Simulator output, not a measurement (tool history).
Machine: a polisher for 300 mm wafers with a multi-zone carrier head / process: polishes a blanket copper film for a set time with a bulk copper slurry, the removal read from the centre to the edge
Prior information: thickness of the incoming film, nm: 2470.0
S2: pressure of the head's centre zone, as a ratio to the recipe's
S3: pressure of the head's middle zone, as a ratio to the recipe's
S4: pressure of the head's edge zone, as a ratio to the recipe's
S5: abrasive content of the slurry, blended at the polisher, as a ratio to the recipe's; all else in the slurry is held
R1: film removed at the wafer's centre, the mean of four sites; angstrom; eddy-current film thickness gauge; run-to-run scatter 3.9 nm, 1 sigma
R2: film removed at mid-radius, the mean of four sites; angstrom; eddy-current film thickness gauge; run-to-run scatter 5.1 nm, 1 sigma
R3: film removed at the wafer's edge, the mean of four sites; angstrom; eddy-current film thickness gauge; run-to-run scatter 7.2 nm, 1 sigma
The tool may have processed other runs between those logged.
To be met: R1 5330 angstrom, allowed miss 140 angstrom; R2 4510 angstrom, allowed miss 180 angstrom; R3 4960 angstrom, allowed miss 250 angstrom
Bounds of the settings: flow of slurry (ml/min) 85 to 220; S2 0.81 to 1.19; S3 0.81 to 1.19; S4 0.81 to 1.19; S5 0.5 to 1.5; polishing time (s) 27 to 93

{"run": 1, "hour": 0.0, "flow of slurry (ml/min)": 140, "S2": 1, "S3": 1, "S4": 1, "S5": 1, "polishing time (s)": 59, "R1": 4703.6, "R2": 4478.5, "R3": 4623}
{"run": 2, "hour": 1.2, "flow of slurry (ml/min)": 140, "S2": 1, "S3": 1, "S4": 1, "S5": 1, "polishing time (s)": 51, "R1": 4032.4, "R2": 4015.6, "R3": 3966.1}
{"run": 3, "hour": 10.1, "flow of slurry (ml/min)": 140, "S2": 1, "S3": 1, "S4": 1, "S5": 1.1, "polishing time (s)": 51, "R1": 4127.4, "R2": 3996.9, "R3": 4077.3}
{"run": 4, "hour": 15.5, "flow of slurry (ml/min)": 140, "S2": 1, "S3": 1, "S4": 1, "S5": 1.1, "polishing time (s)": 42, "R1": 3393.4, "R2": 3329.5, "R3": 3300.7}
{"run": 5, "hour": 19.8, "flow of slurry (ml/min)": 145, "S2": 1.02, "S3": 1.01, "S4": 1.03, "S5": 1.15, "polishing time (s)": 44, "R1": 3728.8, "R2": 3548.7, "R3": 3550.3}
{"run": 6, "hour": 27.1, "flow of slurry (ml/min)": 120, "S2": 1.02, "S3": 1.01, "S4": 1.03, "S5": 1.15, "polishing time (s)": 44, "R1": 3533.6, "R2": 3483.3, "R3": 3405}
{"run": 7, "hour": 30.0, "flow of slurry (ml/min)": 135, "S2": 1.03, "S3": 1.01, "S4": 1.05, "S5": 1.2, "polishing time (s)": 45, "R1": 3743, "R2": 3577.3, "R3": 3716.6}
{"run": 8, "hour": 31.2, "flow of slurry (ml/min)": 145, "S2": 1.05, "S3": 1.03, "S4": 1.06, "S5": 1.25, "polishing time (s)": 46, "R1": 4090.7, "R2": 3836, "R3": 3827.2}
{"run": 9, "hour": 31.8, "flow of slurry (ml/min)": 155, "S2": 1.06, "S3": 1.03, "S4": 1.08, "S5": 1.3, "polishing time (s)": 47, "R1": 4266.1, "R2": 4002.2, "R3": 3909.4}
{"run": 10, "hour": 33.8, "flow of slurry (ml/min)": 155, "S2": 1.06, "S3": 1.01, "S4": 1.09, "S5": 1.35, "polishing time (s)": 49, "R1": 4502.1, "R2": 4147.6, "R3": 4093.5}
{"run": 11, "hour": 36.0, "flow of slurry (ml/min)": 155, "S2": 1.06, "S3": 0.99, "S4": 1.11, "S5": 1.35, "polishing time (s)": 50, "R1": 4565.9, "R2": 4135, "R3": 4229.2}
{"run": 12, "hour": 36.9, "flow of slurry (ml/min)": 160, "S2": 1.06, "S3": 0.98, "S4": 1.12, "S5": 1.35, "polishing time (s)": 51, "R1": 4754, "R2": 4248, "R3": 4429.5}
{"run": 13, "hour": 39.4, "flow of slurry (ml/min)": 165, "S2": 1.06, "S3": 0.97, "S4": 1.13, "S5": 1.35, "polishing time (s)": 51, "R1": 4697.3, "R2": 4163.8, "R3": 4445.4}
{"run": 14, "hour": 47.9, "flow of slurry (ml/min)": 170, "S2": 1.06, "S3": 0.97, "S4": 1.14, "S5": 1.35, "polishing time (s)": 51, "R1": 4775.6, "R2": 4247.9, "R3": 4435.7}
{"run": 15, "hour": 53.1, "flow of slurry (ml/min)": 175, "S2": 1.06, "S3": 0.96, "S4": 1.15, "S5": 1.35, "polishing time (s)": 52, "R1": 4870.6, "R2": 4274.7, "R3": 4532.7}
{"run": 16, "hour": 54.9, "flow of slurry (ml/min)": 175, "S2": 1.06, "S3": 0.95, "S4": 1.16, "S5": 1.35, "polishing time (s)": 52, "R1": 4807.4, "R2": 4226.8, "R3": 4613.6}
{"run": 17, "hour": 60.6, "flow of slurry (ml/min)": 180, "S2": 1.06, "S3": 0.95, "S4": 1.17, "S5": 1.35, "polishing time (s)": 52, "R1": 4838.9, "R2": 4255.5, "R3": 4518.8}
{"run": 18, "hour": 67.8, "flow of slurry (ml/min)": 180, "S2": 1.06, "S3": 0.95, "S4": 1.17, "S5": 1.35, "polishing time (s)": 52, "R1": 4897.4, "R2": 4179.6, "R3": 4530.4}
{"run": 19, "hour": 70.3, "flow of slurry (ml/min)": 180, "S2": 1.06, "S3": 0.95, "S4": 1.17, "S5": 1.35, "polishing time (s)": 53, "R1": 5030.5, "R2": 4408, "R3": 4623.8}
{"run": 20, "hour": 71.4, "flow of slurry (ml/min)": 180, "S2": 1.06, "S3": 0.95, "S4": 1.17, "S5": 1.35, "polishing time (s)": 53, "R1": 4963.2, "R2": 4287.6, "R3": 4669.3}
{"run": 21, "hour": 72.3, "flow of slurry (ml/min)": 185, "S2": 1.06, "S3": 0.94, "S4": 1.18, "S5": 1.45, "polishing time (s)": 54, "R1": 5150.3, "R2": 4599.4, "R3": 4887.4}
{"run": 22, "hour": 78.7, "flow of slurry (ml/min)": 185, "S2": 1.06, "S3": 0.93, "S4": 1.18, "S5": 1.45, "polishing time (s)": 54, "R1": 5102.4, "R2": 4425.2, "R3": 4865.5}
{"run": 23, "hour": 83.9, "flow of slurry (ml/min)": 190, "S2": 1.06, "S3": 0.93, "S4": 1.18, "S5": 1.45, "polishing time (s)": 54, "R1": 5119.1, "R2": 4461.5, "R3": 4899.3}

Below are 4 possible settings for the next run. Only one of them brings all results inside the allowed miss of their targets. Which is it?
{"run": "A", "hour": 89.1, "flow of slurry (ml/min)": 220, "S2": 1.08, "S3": 1.07, "S4": 1.16, "S5": 1.25, "polishing time (s)": 50, "R1": "?", "R2": "?", "R3": "?"}
{"run": "B", "hour": 89.1, "flow of slurry (ml/min)": 190, "S2": 1.03, "S3": 1, "S4": 1.18, "S5": 1.5, "polishing time (s)": 52, "R1": "?", "R2": "?", "R3": "?"}
{"run": "C", "hour": 89.1, "flow of slurry (ml/min)": 170, "S2": 0.95, "S3": 0.86, "S4": 1.19, "S5": 1.5, "polishing time (s)": 58, "R1": "?", "R2": "?", "R3": "?"}
{"run": "D", "hour": 89.1, "flow of slurry (ml/min)": 175, "S2": 1.08, "S3": 0.93, "S4": 1.18, "S5": 1.45, "polishing time (s)": 55, "R1": "?", "R2": "?", "R3": "?"}

move=A R1=4848.5 R2=4548.9 R3=4402.4
move=B R1=4885.9 R2=4554 R3=4718.5
move=C R1=4927.1 R2=4408.7 R3=5223.6
move=D R1=5307.1 R2=4445 R3=4916.4
A: further off than the last run
B: further off than the last run
C: further off than the last run
D: meets every target
Correct choice: D, which meets every target

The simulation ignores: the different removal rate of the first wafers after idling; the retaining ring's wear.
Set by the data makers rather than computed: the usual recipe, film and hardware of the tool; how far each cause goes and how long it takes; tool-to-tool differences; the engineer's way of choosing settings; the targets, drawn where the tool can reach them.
